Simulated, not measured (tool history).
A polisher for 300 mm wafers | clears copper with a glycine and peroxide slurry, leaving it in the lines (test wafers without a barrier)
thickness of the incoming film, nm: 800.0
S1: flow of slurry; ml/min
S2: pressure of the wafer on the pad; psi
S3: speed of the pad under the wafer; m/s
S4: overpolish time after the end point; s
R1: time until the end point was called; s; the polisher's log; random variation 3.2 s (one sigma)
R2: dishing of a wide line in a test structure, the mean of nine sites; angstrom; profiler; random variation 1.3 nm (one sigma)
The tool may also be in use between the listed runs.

Run 1, hour 0: S1 275 ml/min, S2 3.5 psi, S3 0.78 m/s, S4 15 s. Result: R1 135 s, R2 609.17 angstrom.
Run 2, hour 0.8: S1 275 ml/min, S2 4 psi, S3 0.78 m/s, S4 15 s. Result: R1 125.76 s, R2 666.31 angstrom.
Run 3, hour 8.2: S1 275 ml/min, S2 3.9 psi, S3 0.76 m/s, S4 16 s. Result: R1 129.61 s, R2 689.38 angstrom.
Run 4, hour 16.1: S1 310 ml/min, S2 3.9 psi, S3 0.76 m/s, S4 16 s. Result: R1 128.9 s, R2 693.51 angstrom.
Run 5, hour 24.7: S1 310 ml/min, S2 3.9 psi, S3 0.76 m/s, S4 14 s. Result: R1 128 s, R2 625.51 angstrom.
Run 6, hour 26.8: S1 310 ml/min, S2 3.9 psi, S3 0.68 m/s, S4 14 s. Result: R1 138.19 s, R2 576.52 angstrom.

The next listed run, before its measurement:
Run 7, hour 32.2: S1 310 ml/min, S2 3.8 psi, S3 0.68 m/s, S4 15 s. Result: R1 ?, R2 ?.

Run 7 gave R1 142.4 s, R2 580.03 angstrom.

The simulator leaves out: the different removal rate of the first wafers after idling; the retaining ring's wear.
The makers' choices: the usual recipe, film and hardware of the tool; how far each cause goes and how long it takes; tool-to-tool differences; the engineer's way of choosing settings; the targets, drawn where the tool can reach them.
